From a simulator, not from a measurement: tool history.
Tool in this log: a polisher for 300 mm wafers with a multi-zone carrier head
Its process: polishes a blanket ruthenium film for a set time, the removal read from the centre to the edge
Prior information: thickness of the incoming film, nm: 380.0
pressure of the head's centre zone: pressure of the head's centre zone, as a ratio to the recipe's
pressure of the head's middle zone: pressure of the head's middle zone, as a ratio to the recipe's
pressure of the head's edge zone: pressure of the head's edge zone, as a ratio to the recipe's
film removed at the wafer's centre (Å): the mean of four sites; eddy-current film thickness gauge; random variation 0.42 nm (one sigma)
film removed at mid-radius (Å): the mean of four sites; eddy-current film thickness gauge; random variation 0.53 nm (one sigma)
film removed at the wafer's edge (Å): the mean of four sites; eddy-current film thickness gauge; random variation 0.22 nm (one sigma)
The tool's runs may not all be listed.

run  hour  flow of slurry (ml/min)  pressure of the head's centre zone  pressure of the head's middle zone  pressure of the head's edge zone  polishing time (s)  film removed at the wafer's centre (Å)  film removed at mid-radius (Å)  film removed at the wafer's edge (Å)
  1     0                      165                                   1                                   1                                 1                  30                                  472.55                          480.17                                447.52
  2   0.6                      165                                0.93                                   1                                 1                  30                                  431.38                          487.08                                457.18
  3   8.8                      160                                0.94                                0.99                              0.97                  29                                   420.6                          463.58                                422.69
  4  11.7                      150                                0.94                                0.96                              0.94                  29                                  422.57                          443.48                                416.36
  5  17.6                      150                                0.94                                0.96                                 1                  29                                  418.64                          443.69                                435.64
  6  25.3                      150                                0.94                                0.91                                 1                  29                                  417.05                          423.64                                434.21
  7  29.8                      145                                0.94                                0.91                              0.97                  28                                  405.24                          403.64                                411.07

Predict the results of run 8:
     34.8  -- edge zone pressure recalibrated
  8  34.8                      140                                0.94                                0.92                              0.94                  27                                       ?                               ?                                     ?

{"run 8": {"film removed at the wafer's centre (Å)": 395.5, "film removed at mid-radius (Å)": 386.73, "film removed at the wafer's edge (Å)": 404.73}}
